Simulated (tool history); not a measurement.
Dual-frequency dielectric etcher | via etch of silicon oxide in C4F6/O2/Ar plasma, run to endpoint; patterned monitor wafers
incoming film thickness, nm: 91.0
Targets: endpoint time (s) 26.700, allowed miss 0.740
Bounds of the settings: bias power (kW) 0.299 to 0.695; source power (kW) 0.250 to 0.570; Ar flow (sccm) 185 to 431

{"run": 1, "day": 0.0, "bias power (kW)": 0.497, "source power (kW)": 0.41, "Ar flow (sccm)": 308, "endpoint time (s)": 23.841}
{"run": 2, "day": 0.333, "bias power (kW)": 0.497, "source power (kW)": 0.36, "Ar flow (sccm)": 308, "endpoint time (s)": 24.537}
{"run": 3, "day": 0.625, "bias power (kW)": 0.497, "source power (kW)": 0.36, "Ar flow (sccm)": 260, "endpoint time (s)": 24.17}
{"run": 4, "day": 0.825, "bias power (kW)": 0.487, "source power (kW)": 0.36, "Ar flow (sccm)": 261, "endpoint time (s)": 24.386}
{"run": 5, "day": 1.108, "bias power (kW)": 0.538, "source power (kW)": 0.36, "Ar flow (sccm)": 261, "endpoint time (s)": 24.006}
{"run": 6, "day": 1.321, "bias power (kW)": 0.6, "source power (kW)": 0.36, "Ar flow (sccm)": 261, "endpoint time (s)": 23.241}
{"run": 7, "day": 1.429, "bias power (kW)": 0.586, "source power (kW)": 0.35, "Ar flow (sccm)": 263, "endpoint time (s)": 23.209}
{"run": 8, "day": 1.546, "bias power (kW)": 0.568, "source power (kW)": 0.34, "Ar flow (sccm)": 265, "endpoint time (s)": 24.142}
{"run": 9, "day": 1.604, "bias power (kW)": 0.559, "source power (kW)": 0.33, "Ar flow (sccm)": 266, "endpoint time (s)": 24.301}
{"run": 10, "day": 1.954, "bias power (kW)": 0.55, "source power (kW)": 0.32, "Ar flow (sccm)": 267, "endpoint time (s)": 24.789}
{"run": 11, "day": 2.05, "bias power (kW)": 0.543, "source power (kW)": 0.32, "Ar flow (sccm)": 268, "endpoint time (s)": 25.13}
{"run": 12, "day": 2.308, "bias power (kW)": 0.537, "source power (kW)": 0.32, "Ar flow (sccm)": 268, "endpoint time (s)": 24.814}
{"run": 13, "day": 2.629, "bias power (kW)": 0.53, "source power (kW)": 0.32, "Ar flow (sccm)": 269, "endpoint time (s)": 24.978}

5 next moves are on the table. One of them brings every result within its allowed miss. Which?
{"run": "A", "day": 2.95, "bias power (kW)": 0.453, "source power (kW)": 0.25, "Ar flow (sccm)": 296, "endpoint time (s)": "?"}
{"run": "B", "day": 2.95, "bias power (kW)": 0.598, "source power (kW)": 0.3, "Ar flow (sccm)": 276, "endpoint time (s)": "?"}
{"run": "C", "day": 2.95, "bias power (kW)": 0.525, "source power (kW)": 0.25, "Ar flow (sccm)": 205, "endpoint time (s)": "?"}
{"run": "D", "day": 2.95, "bias power (kW)": 0.608, "source power (kW)": 0.31, "Ar flow (sccm)": 238, "endpoint time (s)": "?"}
{"run": "E", "day": 2.95, "bias power (kW)": 0.576, "source power (kW)": 0.32, "Ar flow (sccm)": 270, "endpoint time (s)": "?"}

move=A endpoint_time_(s)=29.273
move=B endpoint_time_(s)=24.839
move=C endpoint_time_(s)=26.956
move=D endpoint_time_(s)=24.059
move=E endpoint_time_(s)=24.508
A: takes the result that was furthest off past its target
B: further off than the last run
C: meets every target
D: further off than the last run
E: further off than the last run
The right move is C.
